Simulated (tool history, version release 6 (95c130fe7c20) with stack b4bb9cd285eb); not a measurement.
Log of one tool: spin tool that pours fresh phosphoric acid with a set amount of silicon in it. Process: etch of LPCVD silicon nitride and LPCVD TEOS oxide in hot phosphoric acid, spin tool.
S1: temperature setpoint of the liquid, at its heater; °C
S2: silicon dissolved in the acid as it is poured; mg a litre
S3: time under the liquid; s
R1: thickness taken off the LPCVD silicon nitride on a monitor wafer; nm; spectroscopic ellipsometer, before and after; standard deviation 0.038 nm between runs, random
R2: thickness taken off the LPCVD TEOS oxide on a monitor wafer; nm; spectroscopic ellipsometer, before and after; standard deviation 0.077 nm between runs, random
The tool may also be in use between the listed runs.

run 1 hour=0 | S1=159 S2=17 S3=65 | R1=5.2751 R2=0.24356
run 2 hour=4.5 | S1=159 S2=10.5 S3=65 | R1=5.2515 R2=0.24316
run 3 hour=5 | S1=159 S2=10.5 S3=80 | R1=6.4663 R2=0.36625
run 4 hour=12.3 | S1=159 S2=15.5 S3=80 | R1=6.4453 R2=0.21682
run 5 hour=19.7 | S1=159 S2=15.5 S3=105 | R1=8.5104 R2=0.30326
run 6 hour=23.3 | S1=159 S2=15.5 S3=125 | R1=10.19 R2=0.48385
run 7 hour=25.3 | S1=158.5 S2=13.5 S3=125 | R1=9.9201 R2=0.43502
run 8 hour=29.7 | S1=158.5 S2=10.5 S3=125 | R1=9.9717 R2=0.45395

Forecast run 9:
run 9 hour=30.9 | S1=158.5 S2=7.5 S3=125 | R1=? R2=?

R1: 9.9218 nm
R2: 0.55209 nm
